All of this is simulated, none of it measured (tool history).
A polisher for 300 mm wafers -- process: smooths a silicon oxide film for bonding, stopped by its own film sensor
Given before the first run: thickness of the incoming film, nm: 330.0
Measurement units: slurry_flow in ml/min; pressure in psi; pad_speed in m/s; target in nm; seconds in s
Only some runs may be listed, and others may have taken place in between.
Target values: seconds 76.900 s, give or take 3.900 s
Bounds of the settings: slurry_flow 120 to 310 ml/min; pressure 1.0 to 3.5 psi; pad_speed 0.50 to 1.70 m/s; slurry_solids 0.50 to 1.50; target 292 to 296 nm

{"run": 1, "hour": 0.0, "slurry_flow": 200, "pressure": 2.2, "pad_speed": 1.1, "slurry_solids": 1.0, "target": 292, "seconds": 54.831}
{"run": 2, "hour": 4.9, "slurry_flow": 200, "pressure": 2.1, "pad_speed": 1.1, "slurry_solids": 1.0, "target": 292, "seconds": 58.233}
{"run": 3, "hour": 10.3, "slurry_flow": 200, "pressure": 2.1, "pad_speed": 1.1, "slurry_solids": 1.15, "target": 292, "seconds": 52.076}
{"run": 4, "hour": 13.3, "slurry_flow": 200, "pressure": 2.1, "pad_speed": 0.88, "slurry_solids": 1.15, "target": 292, "seconds": 63.576}
{"hour": 17.7, "done": "slurry blender recalibrated"}
{"run": 5, "hour": 17.7, "slurry_flow": 200, "pressure": 2.0, "pad_speed": 0.88, "slurry_solids": 1.15, "target": 292, "seconds": 52.324}
{"run": 6, "hour": 20.7, "slurry_flow": 200, "pressure": 2.0, "pad_speed": 1.0, "slurry_solids": 1.15, "target": 292, "seconds": 46.628}
{"run": 7, "hour": 29.1, "slurry_flow": 200, "pressure": 2.1, "pad_speed": 1.0, "slurry_solids": 1.15, "target": 292, "seconds": 43.84}
{"run": 8, "hour": 34.7, "slurry_flow": 200, "pressure": 1.9, "pad_speed": 1.0, "slurry_solids": 1.15, "target": 292, "seconds": 48.904}
{"run": 9, "hour": 40.7, "slurry_flow": 200, "pressure": 2.0, "pad_speed": 0.92, "slurry_solids": 1.15, "target": 292, "seconds": 51.04}
{"run": 10, "hour": 48.3, "slurry_flow": 200, "pressure": 2.0, "pad_speed": 0.86, "slurry_solids": 1.15, "target": 292, "seconds": 52.536}
{"run": 11, "hour": 52.9, "slurry_flow": 200, "pressure": 2.0, "pad_speed": 0.82, "slurry_solids": 1.1, "target": 292, "seconds": 57.606}

Which of these 5 next moves meets every target?
{"run": "A", "hour": 57.5, "slurry_flow": 225, "pressure": 1.9, "pad_speed": 0.66, "slurry_solids": 1.15, "target": 296, "seconds": "?"}
{"run": "B", "hour": 57.5, "slurry_flow": 245, "pressure": 2.0, "pad_speed": 0.72, "slurry_solids": 0.75, "target": 292, "seconds": "?"}
{"run": "C", "hour": 57.5, "slurry_flow": 275, "pressure": 2.0, "pad_speed": 0.58, "slurry_solids": 0.85, "target": 292, "seconds": "?"}
{"run": "D", "hour": 57.5, "slurry_flow": 215, "pressure": 2.1, "pad_speed": 0.56, "slurry_solids": 0.8, "target": 292, "seconds": "?"}
{"run": "E", "hour": 57.5, "slurry_flow": 145, "pressure": 2.1, "pad_speed": 0.78, "slurry_solids": 0.6, "target": 292, "seconds": "?"}

move=A seconds=60.444
move=B seconds=75.895
move=C seconds=82.398
move=D seconds=85.918
move=E seconds=84.828
A: closer than the last run, but not yet in spec
B: each result inside its tolerance
C: moves the result that the last run missed by most past its target, out the other side
D: moves the result that the last run missed by most past its target, out the other side
E: moves the result that the last run missed by most past its target, out the other side
B meets every target.

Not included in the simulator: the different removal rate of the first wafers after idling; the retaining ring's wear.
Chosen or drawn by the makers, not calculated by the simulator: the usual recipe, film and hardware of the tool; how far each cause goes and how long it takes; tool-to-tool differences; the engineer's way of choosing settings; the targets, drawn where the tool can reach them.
